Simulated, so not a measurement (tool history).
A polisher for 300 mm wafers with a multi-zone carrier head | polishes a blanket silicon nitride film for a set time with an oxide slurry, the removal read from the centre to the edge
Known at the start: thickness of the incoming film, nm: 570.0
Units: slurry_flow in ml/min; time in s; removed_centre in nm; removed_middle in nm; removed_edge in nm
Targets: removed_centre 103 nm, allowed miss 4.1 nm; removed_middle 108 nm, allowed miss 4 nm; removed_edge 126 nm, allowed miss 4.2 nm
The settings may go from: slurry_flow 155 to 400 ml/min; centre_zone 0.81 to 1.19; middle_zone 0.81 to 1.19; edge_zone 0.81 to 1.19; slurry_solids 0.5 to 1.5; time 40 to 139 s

run,hour,slurry_flow,centre_zone,middle_zone,edge_zone,slurry_solids,time,removed_centre,removed_middle,removed_edge
1,0,255,1,1,1,1,89,67.595,68.547,69.115
2,4.1,255,1.04,1,1,1,89,70.964,70.433,69.671
3,10,250,1,0.99,1.05,1.15,97,80.721,83.246,85.285
4,12.5,245,0.98,0.97,1.09,1.25,100,86.149,87.432,93.553
5,17,245,0.96,0.96,1.12,1.3,103,87.594,91.471,99.078
6,24.3,245,0.96,0.96,1.12,1.3,115,98.785,100.9,110.5
7,29.1,245,0.94,0.95,1.14,1.35,115,96.916,103.24,113.75
8,35.1,245,0.94,0.94,1.15,1.4,115,100.26,104.9,115.67
9,35.9,240,0.93,0.92,1.16,1.45,116,102.37,104.07,118.55

5 next moves are on the table. One of them brings every result within its allowed miss. Which?
A,36.7,195,0.95,0.98,1.02,1.45,119,?,?,?
B,36.7,260,1.01,1.1,1.03,1.5,106,?,?,?
C,36.7,250,0.99,1.03,1.19,1.5,105,?,?,?
D,36.7,210,0.94,0.81,1.19,1.2,132,?,?,?
E,36.7,250,0.91,0.92,1.19,1.4,123,?,?,?

move,removed_centre,removed_middle,removed_edge
A,103.46,108.66,111.51
B,103,111.65,103.39
C,99.52,104.16,109.53
D,104.48,94.718,122.54
E,103.86,107.75,124.73
A: further off than the last run
B: further off than the last run
C: further off than the last run
D: brings the result that was furthest off to its target, and leaves another outside
E: meets every target
The right move is E.
